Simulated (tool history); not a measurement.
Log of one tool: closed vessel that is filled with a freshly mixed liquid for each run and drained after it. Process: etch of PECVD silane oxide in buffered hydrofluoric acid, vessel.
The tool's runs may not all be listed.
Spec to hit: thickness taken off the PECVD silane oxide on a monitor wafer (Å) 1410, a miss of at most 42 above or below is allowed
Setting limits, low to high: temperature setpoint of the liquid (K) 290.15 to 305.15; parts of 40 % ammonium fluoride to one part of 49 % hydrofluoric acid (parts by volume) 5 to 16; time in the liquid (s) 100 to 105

run  hour  temperature setpoint of the liquid (K)  parts of 40 % ammonium fluoride to one part of 49 % hydrofluoric acid (parts by volume)  time in the liquid (s)  thickness taken off the PECVD silane oxide on a monitor wafer (Å)
  1     0                                  298.15                                                                                      9.5                     100                                                             1855.5
  2   7.9                                  298.15                                                                                     11.5                     100                                                               1599
  3   9.4                                  301.15                                                                                     11.5                     100                                                             1852.4
  4  15.2                                  301.15                                                                                     11.5                     105                                                             1968.6
  5  17.2                                  301.15                                                                                      9.5                     105                                                             2325.2
  6  25.4                                  298.65                                                                                      9.5                     105                                                             2034.2
  7  27.7                                  296.65                                                                                      9.5                     105                                                             1821.8
  8  30.3                                  295.65                                                                                      9.5                     105                                                             1715.8
  9  37.3                                  294.65                                                                                      9.5                     105                                                             1640.1
 10  38.4                                  294.15                                                                                      9.5                     105                                                               1608

Exercise: of the 5 proposed moves below, exactly one satisfies all targets within the stated allowed misses. Which move is it?
  A  39.5                                  295.65                                                                                        8                     100                                                                  ?
  B  39.5                                  297.15                                                                                        9                     105                                                                  ?
  C  39.5                                  293.15                                                                                      9.5                     100                                                                  ?
  D  39.5                                  293.15                                                                                        8                     105                                                                  ?
  E  39.5                                  293.15                                                                                      7.5                     105                                                                  ?

move  thickness taken off the PECVD silane oxide on a monitor wafer (Å)
   A                                                             1917.9
   B                                                               1924
   C                                                               1420
   D                                                               1753
   E                                                             1879.8
A: misses by more than the last run did
B: misses by more than the last run did
C: all results land within tolerance of their targets
D: misses by more than the last run did
E: misses by more than the last run did
C meets every target.

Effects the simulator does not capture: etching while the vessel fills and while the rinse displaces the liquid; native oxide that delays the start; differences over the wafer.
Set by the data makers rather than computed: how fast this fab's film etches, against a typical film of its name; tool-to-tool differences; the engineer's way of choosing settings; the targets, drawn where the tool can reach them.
